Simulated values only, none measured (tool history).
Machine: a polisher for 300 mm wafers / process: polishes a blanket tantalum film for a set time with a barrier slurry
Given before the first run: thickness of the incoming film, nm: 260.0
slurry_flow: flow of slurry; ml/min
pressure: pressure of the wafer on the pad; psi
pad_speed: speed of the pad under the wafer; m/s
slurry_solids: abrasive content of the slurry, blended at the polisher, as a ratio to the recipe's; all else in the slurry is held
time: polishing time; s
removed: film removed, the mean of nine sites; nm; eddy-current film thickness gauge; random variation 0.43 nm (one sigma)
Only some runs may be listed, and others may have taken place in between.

Run 1, hour 0: slurry_flow 175 ml/min, pressure 1.8 psi, pad_speed 1.22 m/s, slurry_solids 1, time 50 s. Result: removed 96.068 nm.
Run 2, hour 0.7: slurry_flow 175 ml/min, pressure 1.7 psi, pad_speed 1.2 m/s, slurry_solids 1, time 50 s. Result: removed 90.239 nm.
Run 3, hour 6.3: slurry_flow 175 ml/min, pressure 1.7 psi, pad_speed 1.1 m/s, slurry_solids 1, time 50 s. Result: removed 82.853 nm.
Run 4, hour 14.4: slurry_flow 140 ml/min, pressure 1.7 psi, pad_speed 1.1 m/s, slurry_solids 1, time 50 s. Result: removed 79.979 nm.
Run 5, hour 23.2: slurry_flow 140 ml/min, pressure 1.6 psi, pad_speed 1.1 m/s, slurry_solids 1, time 50 s. Result: removed 77.208 nm.
Run 6, hour 25.9: slurry_flow 105 ml/min, pressure 1.6 psi, pad_speed 1.1 m/s, slurry_solids 1, time 50 s. Result: removed 73.018 nm.
Run 7, hour 34.9: slurry_flow 105 ml/min, pressure 1.5 psi, pad_speed 1.1 m/s, slurry_solids 1, time 50 s. Result: removed 68.83 nm.

Expected results for the next run?
Run 8, hour 36.1: slurry_flow 105 ml/min, pressure 1.4 psi, pad_speed 1.1 m/s, slurry_solids 1, time 50 s. Result: removed ?.

removed: 63.593 nm
